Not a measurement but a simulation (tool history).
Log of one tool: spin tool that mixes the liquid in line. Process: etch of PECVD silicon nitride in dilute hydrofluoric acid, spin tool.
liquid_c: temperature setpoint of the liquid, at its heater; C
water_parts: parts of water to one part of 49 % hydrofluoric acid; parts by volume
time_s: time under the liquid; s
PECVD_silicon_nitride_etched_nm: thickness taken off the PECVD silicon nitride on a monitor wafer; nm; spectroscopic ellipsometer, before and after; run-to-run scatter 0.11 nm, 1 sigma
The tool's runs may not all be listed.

run	hour	liquid_c	water_parts	time_s	PECVD_silicon_nitride_etched_nm
1	0.0	20.0	215	290	3.7989
2	2.9	20.0	140	290	5.8001
3	3.6	20.5	140	290	6.0236
4	5.7	23.0	140	290	6.8703
5	14.4	23.0	200	290	4.8504
6	19.9	24.0	195	290	5.6056
7	22.2	24.5	195	290	5.5826
8	28.7	25.0	195	290	5.6919
9	36.4	25.5	195	290	5.7584

Run 10 is up next; what results do you expect?
10	43.5	26.0	195	290	?

For run 10 the tool returned PECVD_silicon_nitride_etched_nm 6.1770 nm.
